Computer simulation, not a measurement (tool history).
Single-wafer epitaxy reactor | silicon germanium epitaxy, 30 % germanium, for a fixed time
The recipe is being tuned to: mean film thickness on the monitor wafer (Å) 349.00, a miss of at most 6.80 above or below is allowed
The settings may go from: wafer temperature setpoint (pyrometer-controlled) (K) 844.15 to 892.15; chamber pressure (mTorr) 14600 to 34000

run  hour  wafer temperature setpoint (pyrometer-controlled) (K)  chamber pressure (mTorr)  mean film thickness on the monitor wafer (Å)
  1   0.0                                                 868.15                     24300                                        519.37
  2   4.4                                                 863.15                     24200                                        483.44
  3   5.9                                                 858.15                     23600                                        436.65
  4   7.7                                                 864.15                     23600                                        482.51
  5   8.9                                                 864.15                     25700                                        494.03
  6  13.2                                                 864.15                     24000                                        483.23
  7  15.3                                                 859.15                     23900                                        446.51
  8  24.1                                                 859.15                     23900                                        443.98

Which single option among these 5 for the next run brings every result within its allowed miss of target? Just one does.
  A  32.9                                                 879.15                     27100                                             ?
  B  32.9                                                 871.15                     28500                                             ?
  C  32.9                                                 877.15                     25500                                             ?
  D  32.9                                                 846.15                     21100                                             ?
  E  32.9                                                 847.15                     22600                                             ?

move  mean film thickness on the monitor wafer (Å)
   A                                        656.51
   B                                        577.38
   C                                        623.41
   D                                        336.27
   E                                        348.71
A: its largest miss is bigger than the last run's
B: its largest miss is bigger than the last run's
C: its largest miss is bigger than the last run's
D: moves the result that the last run missed by most past its target, out the other side
E: hits every target within its allowed miss
The right move is E.
